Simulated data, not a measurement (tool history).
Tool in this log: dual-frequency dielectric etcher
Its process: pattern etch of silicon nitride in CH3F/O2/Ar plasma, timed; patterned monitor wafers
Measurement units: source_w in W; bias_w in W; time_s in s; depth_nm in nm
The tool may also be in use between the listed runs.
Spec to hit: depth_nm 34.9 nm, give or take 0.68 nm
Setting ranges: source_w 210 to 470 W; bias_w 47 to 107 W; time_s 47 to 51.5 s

run 1 hour=0 | source_w=340 bias_w=77 time_s=51.5 | depth_nm=30.309
run 2 hour=8.6 | source_w=360 bias_w=78 time_s=51.5 | depth_nm=31.026
run 3 hour=10.2 | source_w=330 bias_w=78 time_s=51.5 | depth_nm=30.201
run 4 hour=15.1 | source_w=350 bias_w=80 time_s=51.5 | depth_nm=31.579
run 5 hour=19.1 | source_w=390 bias_w=80 time_s=51.5 | depth_nm=32.774
run 6 hour=20.7 | source_w=350 bias_w=80 time_s=51.5 | depth_nm=31.103
run 7 hour=26.1 | source_w=370 bias_w=81 time_s=51.5 | depth_nm=32.054
run 8 hour=34.6 | source_w=380 bias_w=82 time_s=51.5 | depth_nm=32.244
run 9 hour=37.6 | source_w=390 bias_w=83 time_s=51.5 | depth_nm=32.489
run 10 hour=39.7 | source_w=400 bias_w=84 time_s=51.5 | depth_nm=33.526
run 11 hour=42.4 | source_w=410 bias_w=84 time_s=51.5 | depth_nm=33.401
run 12 hour=49 | source_w=410 bias_w=84 time_s=51.5 | depth_nm=33.609
run 13 hour=51.3 | source_w=420 bias_w=84 time_s=51.5 | depth_nm=33.928

4 next moves are on the table. One of them brings every result within its allowed miss. Which?
run A hour=53.6 | source_w=400 bias_w=87 time_s=50.5 | depth_nm=?
run B hour=53.6 | source_w=430 bias_w=89 time_s=51.5 | depth_nm=?
run C hour=53.6 | source_w=440 bias_w=96 time_s=47 | depth_nm=?
run D hour=53.6 | source_w=420 bias_w=87 time_s=49 | depth_nm=?

move=A depth_nm=33.189
move=B depth_nm=34.995
move=C depth_nm=33.266
move=D depth_nm=32.714
A: the biggest miss grows against the last run
B: each result inside its tolerance
C: the biggest miss grows against the last run
D: the biggest miss grows against the last run
The move that meets every target is B.

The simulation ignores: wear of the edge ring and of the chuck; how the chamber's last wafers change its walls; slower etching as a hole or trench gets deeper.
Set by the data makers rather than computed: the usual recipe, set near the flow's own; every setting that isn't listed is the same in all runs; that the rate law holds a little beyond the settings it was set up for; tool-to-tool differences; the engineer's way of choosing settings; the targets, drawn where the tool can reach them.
